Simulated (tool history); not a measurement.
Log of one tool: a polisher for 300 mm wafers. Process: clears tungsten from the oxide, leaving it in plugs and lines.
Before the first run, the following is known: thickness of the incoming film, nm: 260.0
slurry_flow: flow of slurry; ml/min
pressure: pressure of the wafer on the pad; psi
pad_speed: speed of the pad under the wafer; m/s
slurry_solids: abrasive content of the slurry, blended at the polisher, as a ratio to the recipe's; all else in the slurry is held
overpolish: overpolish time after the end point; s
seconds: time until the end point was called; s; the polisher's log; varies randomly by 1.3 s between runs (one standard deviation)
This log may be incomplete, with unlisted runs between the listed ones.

Run 1, hour 0: slurry_flow 195 ml/min, pressure 3.6 psi, pad_speed 0.96 m/s, slurry_solids 1, overpolish 6 s. Result: seconds 54.423 s.
Run 2, hour 4.6: slurry_flow 195 ml/min, pressure 3.3 psi, pad_speed 0.96 m/s, slurry_solids 1, overpolish 6 s. Result: seconds 59.063 s.
Run 3, hour 6.9: slurry_flow 195 ml/min, pressure 2.6 psi, pad_speed 0.96 m/s, slurry_solids 1, overpolish 6 s. Result: seconds 74.198 s.
Run 4, hour 10.5: slurry_flow 195 ml/min, pressure 2.6 psi, pad_speed 0.96 m/s, slurry_solids 1.2, overpolish 6 s. Result: seconds 71.588 s.
Run 5, hour 19.2: slurry_flow 195 ml/min, pressure 2.5 psi, pad_speed 0.96 m/s, slurry_solids 1.2, overpolish 6 s. Result: seconds 75.349 s.
Run 6, hour 23.5: slurry_flow 195 ml/min, pressure 2.5 psi, pad_speed 1.2 m/s, slurry_solids 1.2, overpolish 6 s. Result: seconds 60.762 s.
Run 7, hour 28: slurry_flow 195 ml/min, pressure 2.3 psi, pad_speed 1.2 m/s, slurry_solids 1.2, overpolish 6 s. Result: seconds 66.332 s.
Run 8, hour 35.9: slurry_flow 195 ml/min, pressure 2.2 psi, pad_speed 1.2 m/s, slurry_solids 1.2, overpolish 6 s. Result: seconds 68.871 s.

What does the tool deliver on the next run?
Run 9, hour 41.6: slurry_flow 195 ml/min, pressure 1.6 psi, pad_speed 1.18 m/s, slurry_solids 1.2, overpolish 6 s. Result: seconds ?.

Logged for run 9: seconds 95.247 s.

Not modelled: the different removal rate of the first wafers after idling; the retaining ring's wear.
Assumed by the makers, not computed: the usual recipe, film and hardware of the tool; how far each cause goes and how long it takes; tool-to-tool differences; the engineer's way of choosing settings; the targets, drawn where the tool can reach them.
